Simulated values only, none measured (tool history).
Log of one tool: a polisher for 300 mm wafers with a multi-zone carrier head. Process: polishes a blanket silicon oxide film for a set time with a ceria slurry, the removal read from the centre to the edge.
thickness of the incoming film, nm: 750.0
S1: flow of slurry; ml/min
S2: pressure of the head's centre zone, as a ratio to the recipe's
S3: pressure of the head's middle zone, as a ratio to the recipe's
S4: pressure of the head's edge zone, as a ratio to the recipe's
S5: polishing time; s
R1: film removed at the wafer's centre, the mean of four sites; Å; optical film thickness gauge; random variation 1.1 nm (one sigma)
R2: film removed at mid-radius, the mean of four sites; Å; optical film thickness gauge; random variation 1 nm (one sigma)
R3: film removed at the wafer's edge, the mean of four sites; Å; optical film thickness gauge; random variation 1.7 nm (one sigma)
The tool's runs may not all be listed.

{"run": 1, "hour": 0.0, "S1": 310, "S2": 1.0, "S3": 1.0, "S4": 1.0, "S5": 63, "R1": 2775.0, "R2": 2815.1, "R3": 2722.1}
{"run": 2, "hour": 3.7, "S1": 310, "S2": 0.93, "S3": 1.0, "S4": 1.0, "S5": 63, "R1": 2584.6, "R2": 2889.8, "R3": 2665.0}
{"run": 3, "hour": 9.7, "S1": 310, "S2": 0.93, "S3": 0.94, "S4": 1.0, "S5": 63, "R1": 2583.6, "R2": 2688.6, "R3": 2748.7}
{"run": 4, "hour": 13.0, "S1": 310, "S2": 0.93, "S3": 0.94, "S4": 1.0, "S5": 56, "R1": 2258.7, "R2": 2407.7, "R3": 2371.2}
{"run": 5, "hour": 20.3, "S1": 310, "S2": 0.93, "S3": 0.94, "S4": 1.0, "S5": 72, "R1": 2944.5, "R2": 3086.8, "R3": 3104.5}
{"run": 6, "hour": 23.5, "S1": 310, "S2": 0.93, "S3": 0.94, "S4": 0.96, "S5": 72, "R1": 2939.3, "R2": 3065.5, "R3": 3065.4}
{"run": 7, "hour": 28.9, "S1": 275, "S2": 0.9, "S3": 0.89, "S4": 1.02, "S5": 59, "R1": 2309.9, "R2": 2365.4, "R3": 2542.1}
{"run": 8, "hour": 35.6, "S1": 260, "S2": 0.87, "S3": 0.86, "S4": 1.04, "S5": 51, "R1": 1937.8, "R2": 1986.0, "R3": 2204.1}

The next listed run, before its measurement:
{"run": 9, "hour": 38.1, "S1": 250, "S2": 0.85, "S3": 0.85, "S4": 1.06, "S5": 46, "R1": "?", "R2": "?", "R3": "?"}

{"run 9": {"R1": 1649.8, "R2": 1761.2, "R3": 2005.4}}
